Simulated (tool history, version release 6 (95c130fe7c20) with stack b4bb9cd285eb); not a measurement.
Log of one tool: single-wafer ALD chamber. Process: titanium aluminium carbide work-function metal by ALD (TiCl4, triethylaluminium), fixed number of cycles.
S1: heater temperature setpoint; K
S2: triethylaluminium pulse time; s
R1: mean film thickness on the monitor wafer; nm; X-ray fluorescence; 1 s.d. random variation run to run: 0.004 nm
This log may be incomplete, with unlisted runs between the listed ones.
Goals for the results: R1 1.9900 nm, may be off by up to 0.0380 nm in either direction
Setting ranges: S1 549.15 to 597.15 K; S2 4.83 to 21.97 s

run 1 hour=0.0 | S1=573.15 S2=13.40 | R1=2.1773
run 2 hour=7.6 | S1=569.15 S2=13.40 | R1=2.1240
run 3 hour=8.4 | S1=569.15 S2=11.68 | R1=2.1107
run 4 hour=16.4 | S1=562.15 S2=11.68 | R1=2.0398
run 5 hour=21.8 | S1=569.15 S2=11.68 | R1=2.1166
run 6 hour=23.6 | S1=569.15 S2=9.30 | R1=2.0546
run 7 hour=25.9 | S1=568.15 S2=9.20 | R1=2.0411
run 8 hour=29.9 | S1=567.15 S2=9.12 | R1=2.0319
run 9 hour=36.9 | S1=567.15 S2=9.06 | R1=2.0234
run 10 hour=44.3 | S1=567.15 S2=9.01 | R1=2.0236

Consider the 5 candidate settings below. Which is the only one whose results all fall within their allowed miss of target?
run A hour=51.7 | S1=564.15 S2=9.18 | R1=?
run B hour=51.7 | S1=569.15 S2=10.51 | R1=?
run C hour=51.7 | S1=570.15 S2=9.67 | R1=?
run D hour=51.7 | S1=573.15 S2=8.05 | R1=?
run E hour=51.7 | S1=569.15 S2=9.01 | R1=?

move=A R1=2.0102
move=B R1=2.0987
move=C R1=2.0881
move=D R1=2.0541
move=E R1=2.0559
A: every result lands within tolerance
B: lands further from the targets than the last run did
C: lands further from the targets than the last run did
D: lands further from the targets than the last run did
E: lands further from the targets than the last run did
Go with A: it meets all targets.
